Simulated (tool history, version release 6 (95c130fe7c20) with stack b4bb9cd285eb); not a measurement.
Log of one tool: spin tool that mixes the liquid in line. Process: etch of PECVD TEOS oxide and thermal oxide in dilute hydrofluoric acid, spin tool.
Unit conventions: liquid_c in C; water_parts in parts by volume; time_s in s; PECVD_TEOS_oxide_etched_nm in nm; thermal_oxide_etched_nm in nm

| run | hour | liquid_c | water_parts | time_s | PECVD_TEOS_oxide_etched_nm | thermal_oxide_etched_nm |
|---|---|---|---|---|---|---|
| 1 | 0.0 | 25.0 | 75 | 65 | 21.918 | 5.4312 |
| 2 | 2.0 | 22.0 | 75 | 65 | 18.934 | 4.7723 |
| 3 | 7.4 | 24.5 | 65 | 65 | 24.611 | 6.0111 |
| 4 | 12.5 | 26.0 | 55 | 65 | 31.730 | 7.7715 |
| 5 | 17.8 | 26.0 | 55 | 80 | 38.603 | 9.4683 |
| 6 | 19.4 | 27.5 | 55 | 80 | 40.960 | 10.2560 |
| 7 | 24.1 | 27.5 | 55 | 80 | 41.113 | 10.1330 |
|  | 31.6 | thermometer replaced |
| 8 | 31.6 | 31.5 | 50 | 80 | 48.538 | 12.2410 |
| 9 | 36.2 | 31.0 | 40 | 80 | 61.921 | 15.1370 |

Run 10, settings as shown, results not yet in. Your forecast:
| 10 | 43.5 | 30.0 | 40 | 80 | ? | ? |

{"run 10": {"PECVD_TEOS_oxide_etched_nm": 59.094, "thermal_oxide_etched_nm": 14.339}}

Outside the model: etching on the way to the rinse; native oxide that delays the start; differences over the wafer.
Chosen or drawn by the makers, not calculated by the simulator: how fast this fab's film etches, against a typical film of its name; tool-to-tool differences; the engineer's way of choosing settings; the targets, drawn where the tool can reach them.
